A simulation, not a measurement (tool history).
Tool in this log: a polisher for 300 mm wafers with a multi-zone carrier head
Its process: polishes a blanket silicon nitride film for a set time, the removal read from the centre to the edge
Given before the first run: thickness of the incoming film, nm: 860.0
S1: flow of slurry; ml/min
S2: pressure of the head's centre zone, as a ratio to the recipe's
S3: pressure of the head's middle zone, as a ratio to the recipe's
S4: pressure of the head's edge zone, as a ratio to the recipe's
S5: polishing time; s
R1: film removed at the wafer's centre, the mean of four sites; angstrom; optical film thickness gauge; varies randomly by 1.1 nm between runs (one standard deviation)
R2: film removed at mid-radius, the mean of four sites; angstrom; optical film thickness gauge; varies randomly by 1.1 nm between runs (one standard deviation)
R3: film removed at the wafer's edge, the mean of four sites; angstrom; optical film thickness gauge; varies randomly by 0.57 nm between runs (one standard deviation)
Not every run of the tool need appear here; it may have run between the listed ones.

| run | hour | S1 | S2 | S3 | S4 | S5 | R1 | R2 | R3 |
|---|---|---|---|---|---|---|---|---|---|
| 1 | 0 | 260 | 1 | 1 | 1 | 57 | 897.12 | 815.2 | 834.79 |
| 2 | 2.3 | 270 | 1.02 | 1.01 | 1.01 | 57 | 926.07 | 834.19 | 826.65 |
| 3 | 9 | 270 | 1.02 | 1.01 | 1.01 | 50 | 826.09 | 733.3 | 733.06 |
| 4 | 14.9 | 235 | 1.02 | 1.01 | 1.01 | 50 | 796.73 | 741.8 | 727.17 |
| 5 | 16.7 | 235 | 1.02 | 0.94 | 1.01 | 50 | 788.31 | 685.36 | 729.12 |
| 6 | 19.3 | 240 | 1.03 | 0.96 | 1.03 | 52 | 835.67 | 737.01 | 765.61 |
| 7 | 28.4 | 245 | 1.04 | 0.97 | 1.05 | 53 | 878.2 | 752.25 | 787.52 |
| 8 | 37.3 | 250 | 1.04 | 0.99 | 1.07 | 54 | 853.62 | 766.88 | 815.7 |
| 9 | 38.2 | 255 | 1.06 | 1.01 | 1.08 | 55 | 920.09 | 814.02 | 829.29 |
| 10 | 44 | 260 | 1.07 | 1.02 | 1.09 | 55 | 920.39 | 817.94 | 835.89 |
| 11 | 48.6 | 265 | 1.08 | 1.03 | 1.1 | 55 | 934.45 | 832.95 | 843.8 |
| 12 | 49.9 | 270 | 1.09 | 1.04 | 1.11 | 55 | 925.99 | 832.53 | 841.59 |
| 13 | 55 | 270 | 1.1 | 1.05 | 1.12 | 56 | 971 | 853.41 | 866.79 |
| 14 | 58.7 | 275 | 1.11 | 1.06 | 1.12 | 56 | 970.3 | 870.22 | 869.01 |
| 15 | 59.5 | 280 | 1.12 | 1.07 | 1.12 | 56 | 976.23 | 868.35 | 870.55 |

Run 16, settings as shown, results not yet in. Your forecast:
|  | 64.3 | centre zone pressure recalibrated |
| 16 | 64.3 | 310 | 1.17 | 1.14 | 1.13 | 57 | ? | ? | ? |

R1: 997.46 angstrom
R2: 966.77 angstrom
R3: 895.21 angstrom
